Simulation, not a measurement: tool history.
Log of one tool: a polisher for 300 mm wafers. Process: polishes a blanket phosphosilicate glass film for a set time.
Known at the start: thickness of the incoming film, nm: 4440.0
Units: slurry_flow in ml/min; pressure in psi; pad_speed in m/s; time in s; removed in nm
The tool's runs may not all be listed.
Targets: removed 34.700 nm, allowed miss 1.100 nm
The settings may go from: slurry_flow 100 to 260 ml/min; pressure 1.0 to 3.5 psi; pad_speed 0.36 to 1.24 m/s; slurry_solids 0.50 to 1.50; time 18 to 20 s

{"run": 1, "hour": 0.0, "slurry_flow": 165, "pressure": 2.2, "pad_speed": 0.8, "slurry_solids": 1.0, "time": 20, "removed": 85.252}
{"run": 2, "hour": 5.5, "slurry_flow": 165, "pressure": 2.2, "pad_speed": 0.8, "slurry_solids": 0.8, "time": 20, "removed": 79.406}
{"run": 3, "hour": 14.4, "slurry_flow": 165, "pressure": 2.2, "pad_speed": 0.8, "slurry_solids": 1.0, "time": 20, "removed": 82.417}
{"run": 4, "hour": 17.1, "slurry_flow": 160, "pressure": 2.0, "pad_speed": 0.74, "slurry_solids": 1.0, "time": 20, "removed": 71.284}
{"run": 5, "hour": 24.2, "slurry_flow": 155, "pressure": 1.8, "pad_speed": 0.7, "slurry_solids": 1.0, "time": 20, "removed": 61.29}
{"run": 6, "hour": 31.3, "slurry_flow": 150, "pressure": 1.6, "pad_speed": 0.68, "slurry_solids": 1.0, "time": 20, "removed": 53.552}
{"run": 7, "hour": 33.8, "slurry_flow": 145, "pressure": 1.5, "pad_speed": 0.66, "slurry_solids": 1.0, "time": 20, "removed": 49.359}
{"run": 8, "hour": 41.5, "slurry_flow": 140, "pressure": 1.4, "pad_speed": 0.64, "slurry_solids": 1.0, "time": 20, "removed": 44.492}
{"run": 9, "hour": 42.2, "slurry_flow": 135, "pressure": 1.3, "pad_speed": 0.64, "slurry_solids": 1.0, "time": 20, "removed": 41.057}
{"run": 10, "hour": 44.9, "slurry_flow": 130, "pressure": 1.3, "pad_speed": 0.64, "slurry_solids": 1.0, "time": 20, "removed": 41.045}
{"run": 11, "hour": 52.9, "slurry_flow": 125, "pressure": 1.3, "pad_speed": 0.64, "slurry_solids": 1.0, "time": 20, "removed": 40.958}
{"run": 12, "hour": 56.7, "slurry_flow": 120, "pressure": 1.3, "pad_speed": 0.64, "slurry_solids": 1.0, "time": 20, "removed": 41.077}
{"run": 13, "hour": 61.5, "slurry_flow": 120, "pressure": 1.2, "pad_speed": 0.64, "slurry_solids": 1.0, "time": 20, "removed": 37.95}
{"run": 14, "hour": 70.2, "slurry_flow": 120, "pressure": 1.2, "pad_speed": 0.64, "slurry_solids": 1.0, "time": 20, "removed": 37.431}
{"run": 15, "hour": 76.4, "slurry_flow": 115, "pressure": 1.2, "pad_speed": 0.64, "slurry_solids": 1.0, "time": 20, "removed": 37.558}
{"run": 16, "hour": 78.7, "slurry_flow": 115, "pressure": 1.2, "pad_speed": 0.64, "slurry_solids": 1.0, "time": 20, "removed": 37.538}

Which of these 5 next moves meets every target?
{"run": "A", "hour": 81.0, "slurry_flow": 100, "pressure": 1.1, "pad_speed": 0.78, "slurry_solids": 1.05, "time": 19, "removed": "?"}
{"run": "B", "hour": 81.0, "slurry_flow": 115, "pressure": 1.2, "pad_speed": 0.68, "slurry_solids": 0.95, "time": 18, "removed": "?"}
{"run": "C", "hour": 81.0, "slurry_flow": 100, "pressure": 1.4, "pad_speed": 0.68, "slurry_solids": 0.95, "time": 18, "removed": "?"}
{"run": "D", "hour": 81.0, "slurry_flow": 155, "pressure": 1.1, "pad_speed": 0.74, "slurry_solids": 0.75, "time": 20, "removed": "?"}
{"run": "E", "hour": 81.0, "slurry_flow": 100, "pressure": 1.5, "pad_speed": 0.62, "slurry_solids": 0.85, "time": 20, "removed": "?"}

move=A removed=38.794
move=B removed=35.430
move=C removed=40.275
move=D removed=37.793
move=E removed=43.081
A: further off than the last run
B: meets every target
C: further off than the last run
D: further off than the last run
E: further off than the last run
Answer: B
